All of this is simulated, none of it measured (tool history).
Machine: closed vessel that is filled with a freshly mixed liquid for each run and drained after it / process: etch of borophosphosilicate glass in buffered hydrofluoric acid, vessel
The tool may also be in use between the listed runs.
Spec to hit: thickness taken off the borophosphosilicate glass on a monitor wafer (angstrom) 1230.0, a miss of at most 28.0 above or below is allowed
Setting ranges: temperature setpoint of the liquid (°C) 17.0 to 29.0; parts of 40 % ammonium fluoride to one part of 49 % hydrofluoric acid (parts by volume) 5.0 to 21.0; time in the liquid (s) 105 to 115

run	day	temperature setpoint of the liquid (°C)	parts of 40 % ammonium fluoride to one part of 49 % hydrofluoric acid (parts by volume)	time in the liquid (s)	thickness taken off the borophosphosilicate glass on a monitor wafer (angstrom)
1	0.000	21.0	13.0	105	2222.9
2	0.312	20.0	14.5	105	1893.2
3	0.483	23.0	14.5	105	2237.5
4	0.525	23.0	16.5	105	1962.5
5	0.788	21.5	17.0	105	1749.2
6	0.846	21.5	20.0	105	1499.2
7	1.154	20.5	20.0	105	1412.1
8	1.521	20.0	20.0	105	1370.4
# day 1.554: hydrofluoric acid flow meter replaced
9	1.554	19.5	20.0	105	1274.9

Which single option among these 4 for the next run brings every result within its allowed miss of target? Just one does.
A	1.588	19.5	19.5	105	?
B	1.588	19.5	21.0	115	?
C	1.588	17.5	19.5	110	?
D	1.588	18.5	21.0	105	?

move	thickness taken off the borophosphosilicate glass on a monitor wafer (angstrom)
A	1306.4
B	1348.9
C	1223.5
D	1164.7
A: its largest miss is bigger than the last run's
B: its largest miss is bigger than the last run's
C: all results in spec
D: the result that was furthest off in the last run now lies on the other side of its target
C meets every target.

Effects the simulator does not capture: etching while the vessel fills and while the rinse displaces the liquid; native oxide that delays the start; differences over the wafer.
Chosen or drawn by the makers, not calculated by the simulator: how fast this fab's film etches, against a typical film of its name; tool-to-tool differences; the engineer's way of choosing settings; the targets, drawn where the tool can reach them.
